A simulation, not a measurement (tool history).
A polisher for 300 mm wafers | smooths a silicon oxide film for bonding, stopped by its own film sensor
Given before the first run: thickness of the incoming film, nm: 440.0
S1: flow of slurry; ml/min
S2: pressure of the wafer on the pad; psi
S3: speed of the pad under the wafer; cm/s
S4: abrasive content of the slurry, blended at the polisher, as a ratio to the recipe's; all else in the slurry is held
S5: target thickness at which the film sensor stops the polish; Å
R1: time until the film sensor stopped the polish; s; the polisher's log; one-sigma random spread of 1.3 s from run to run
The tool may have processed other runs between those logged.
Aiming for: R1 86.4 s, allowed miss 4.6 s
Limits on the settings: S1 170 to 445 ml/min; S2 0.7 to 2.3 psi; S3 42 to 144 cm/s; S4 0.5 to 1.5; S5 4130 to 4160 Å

run 1 hour=0 | S1=285 S2=1.5 S3=92 S4=1 S5=4130 | R1=48.928
run 2 hour=0.7 | S1=285 S2=1.5 S3=92 S4=1 S5=4160 | R1=43.281
run 3 hour=1.6 | S1=285 S2=1.5 S3=70 S4=1 S5=4160 | R1=55.323
run 4 hour=9.4 | S1=285 S2=1.7 S3=70 S4=1 S5=4160 | R1=47.909
-- hour=16.9 slurry nozzle cleaned
run 5 hour=16.9 | S1=335 S2=1.7 S3=70 S4=1 S5=4160 | R1=46.112
run 6 hour=21.8 | S1=335 S2=1.7 S3=70 S4=0.9 S5=4160 | R1=50.982
run 7 hour=24.2 | S1=335 S2=1.5 S3=68 S4=0.9 S5=4160 | R1=58.386
run 8 hour=25.2 | S1=335 S2=1.3 S3=66 S4=0.9 S5=4160 | R1=69.723
run 9 hour=32.1 | S1=335 S2=1.2 S3=66 S4=0.9 S5=4160 | R1=73.283
run 10 hour=36.7 | S1=335 S2=1.1 S3=66 S4=0.9 S5=4160 | R1=81.748

Next run, 5 choices. One meets every target within its allowed miss, the rest don't. Which?
run A hour=41.3 | S1=365 S2=1.1 S3=62 S4=0.9 S5=4160 | R1=?
run B hour=41.3 | S1=310 S2=1.2 S3=60 S4=1.05 S5=4150 | R1=?
run C hour=41.3 | S1=325 S2=1.1 S3=106 S4=0.7 S5=4150 | R1=?
run D hour=41.3 | S1=385 S2=1.4 S3=58 S4=0.85 S5=4150 | R1=?
run E hour=41.3 | S1=355 S2=1.1 S3=70 S4=0.95 S5=4140 | R1=?

move=A R1=83.611
move=B R1=74.391
move=C R1=72.489
move=D R1=76.082
move=E R1=79.019
A: all results land within tolerance of their targets
B: lands further from the targets than the last run did
C: lands further from the targets than the last run did
D: lands further from the targets than the last run did
E: lands further from the targets than the last run did
So the answer is move A, the one that meets all the targets.
